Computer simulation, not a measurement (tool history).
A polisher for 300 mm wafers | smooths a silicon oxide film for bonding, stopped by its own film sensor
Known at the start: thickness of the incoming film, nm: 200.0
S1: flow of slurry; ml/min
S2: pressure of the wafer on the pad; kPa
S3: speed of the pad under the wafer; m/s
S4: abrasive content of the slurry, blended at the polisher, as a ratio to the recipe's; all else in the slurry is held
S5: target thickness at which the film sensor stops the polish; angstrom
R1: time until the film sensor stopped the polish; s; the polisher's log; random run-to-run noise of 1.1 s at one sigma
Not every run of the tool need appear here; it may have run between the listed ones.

run  hour   S1    S2    S3    S4    S5      R1
  1   0.0  315  15.2  1.10  1.00  1710  40.730
  2   3.9  315  15.2  1.10  1.00  1740  35.644
  3   4.6  315  17.9  1.10  1.00  1740  31.292
  4  13.5  315  16.5  1.06  1.00  1740  32.617
  5  16.0  315  15.2  1.04  0.95  1740  37.316
  6  20.1  315  15.2  1.04  0.75  1740  40.240

Expected results for the next run?
  7  28.8  315  11.0  0.96  0.75  1740   ?

Run 7 gave R1 54.317 s.
